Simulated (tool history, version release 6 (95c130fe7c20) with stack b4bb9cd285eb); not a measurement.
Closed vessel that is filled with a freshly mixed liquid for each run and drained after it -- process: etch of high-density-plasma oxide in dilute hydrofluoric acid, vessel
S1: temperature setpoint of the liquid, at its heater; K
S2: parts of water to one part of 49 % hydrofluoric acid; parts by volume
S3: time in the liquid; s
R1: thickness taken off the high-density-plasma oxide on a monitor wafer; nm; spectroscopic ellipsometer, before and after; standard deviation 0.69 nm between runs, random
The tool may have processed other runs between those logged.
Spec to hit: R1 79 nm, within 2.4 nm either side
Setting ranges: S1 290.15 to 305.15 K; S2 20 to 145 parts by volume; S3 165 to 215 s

run	hour	S1	S2	S3	R1
1	0	297.15	80	215	24.168
2	6.1	297.15	90	215	21.523
3	12.9	299.15	70	215	30.759
4	14.9	300.65	55	215	42.728
5	23.2	301.65	50	215	49.647
6	27.6	301.65	50	165	37.317
7	29.8	301.65	50	165	38.348
8	30.5	302.65	40	175	52.511
9	31.6	303.15	35	175	61.539
10	38.4	303.65	35	175	64.367

Exercise: of the 4 proposed moves below, exactly one satisfies all targets within the stated allowed misses. Which move is it?
A	45.2	304.15	25	165	?
B	45.2	305.15	30	175	?
C	45.2	303.65	25	175	?
D	45.2	303.15	40	170	?

move	R1
A	85.779
B	78.235
C	89.175
D	51.825
A: carries the result that was furthest off beyond its target, to the other side
B: every result lands within tolerance
C: carries the result that was furthest off beyond its target, to the other side
D: misses by more than the last run did
B is the move that brings every result within its allowed miss.

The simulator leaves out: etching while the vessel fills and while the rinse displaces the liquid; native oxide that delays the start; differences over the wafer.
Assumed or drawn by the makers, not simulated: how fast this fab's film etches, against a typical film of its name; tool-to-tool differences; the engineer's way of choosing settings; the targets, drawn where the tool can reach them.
